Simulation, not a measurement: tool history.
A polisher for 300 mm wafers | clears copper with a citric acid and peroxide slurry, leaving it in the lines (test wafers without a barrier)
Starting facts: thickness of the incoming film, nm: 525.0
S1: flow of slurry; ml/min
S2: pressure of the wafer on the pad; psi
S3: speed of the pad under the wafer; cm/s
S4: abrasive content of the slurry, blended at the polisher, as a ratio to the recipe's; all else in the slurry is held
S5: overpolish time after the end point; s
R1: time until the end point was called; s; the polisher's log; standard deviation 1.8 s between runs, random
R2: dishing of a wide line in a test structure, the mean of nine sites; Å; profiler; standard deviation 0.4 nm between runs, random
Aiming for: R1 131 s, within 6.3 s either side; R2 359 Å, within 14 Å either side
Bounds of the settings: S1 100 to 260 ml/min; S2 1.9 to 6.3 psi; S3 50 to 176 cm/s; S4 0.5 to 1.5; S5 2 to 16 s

run  hour   S1   S2   S3  S4  S5      R1      R2
  1     0  165  4.1  112   1   8  139.45  219.49
  2     5  155  4.2  112   1   9  135.04  251.53
  3  12.6  155  4.2  112   1  10  136.01  277.82
  4    18  155  4.2  112   1   8  134.31   218.9
  5  24.8  165  4.2  112   1   9  133.69  254.44
  6  29.5  165  4.2  112   1   7  130.28  203.18
  7  37.7  135  4.5  112   1  11  129.25  313.99
  8  39.4  145  4.4  112   1  11  128.01  304.96
  9  47.4  145  4.4  112   1  11  128.77  314.56

Which single option among these 5 for the next run brings every result within its allowed miss of target? Just one does.
  A  55.4  155  4.4  110  0.95  15   ?   ?
  B  55.4  130  4.1  122  1.05  13   ?   ?
  C  55.4  160  4.6  100  1.05  11   ?   ?
  D  55.4  145  4.8  102  0.95  12   ?   ?
  E  55.4  240  3.7  124   0.8  11   ?   ?

move      R1      R2
   A  136.25  401.31
   B  132.15  362.91
   C  139.32  299.54
   D  135.92  331.48
   E  141.79  292.98
A: pushes the last run's worst result past its target
B: each result inside its tolerance
C: further off than the last run
D: nearer than the last run, and not there yet
E: further off than the last run
Answer: B
